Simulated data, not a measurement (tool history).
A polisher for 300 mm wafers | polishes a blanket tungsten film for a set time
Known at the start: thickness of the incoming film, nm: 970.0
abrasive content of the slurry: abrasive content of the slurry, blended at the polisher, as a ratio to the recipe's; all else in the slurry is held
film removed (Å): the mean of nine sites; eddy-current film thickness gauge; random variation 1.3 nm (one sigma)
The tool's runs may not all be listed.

run  hour  flow of slurry (ml/min)  pressure of the wafer on the pad (psi)  speed of the pad under the wafer (cm/s)  abrasive content of the slurry  polishing time (s)  film removed (Å)
  1     0                      180                                     4.8                                       94                               1                  70            4169.9
  2   1.6                      205                                     4.8                                       94                               1                  70            4283.3
  3   5.7                      205                                     4.8                                      106                               1                  70            4896.2
  4   6.9                      200                                     4.5                                      100                               1                  70            4266.6
  5   8.2                      195                                     4.2                                       96                               1                  70            3775.1
  6  13.8                      190                                       4                                       92                               1                  70            3530.2
  7  15.2                      185                                     3.8                                       88                               1                  70            3187.4
  8  16.3                      180                                     3.6                                       84                               1                  70            2880.8
  9  18.9                      175                                     3.4                                       82                               1                  70            2612.3
 10  21.3                      170                                     3.3                                       80                               1                  70            2492.1

The next listed run, before its measurement:
 11  24.3                      165                                     3.2                                       80                               1                  70                 ?

{"run 11": {"film removed (Å)": 2417.6}}

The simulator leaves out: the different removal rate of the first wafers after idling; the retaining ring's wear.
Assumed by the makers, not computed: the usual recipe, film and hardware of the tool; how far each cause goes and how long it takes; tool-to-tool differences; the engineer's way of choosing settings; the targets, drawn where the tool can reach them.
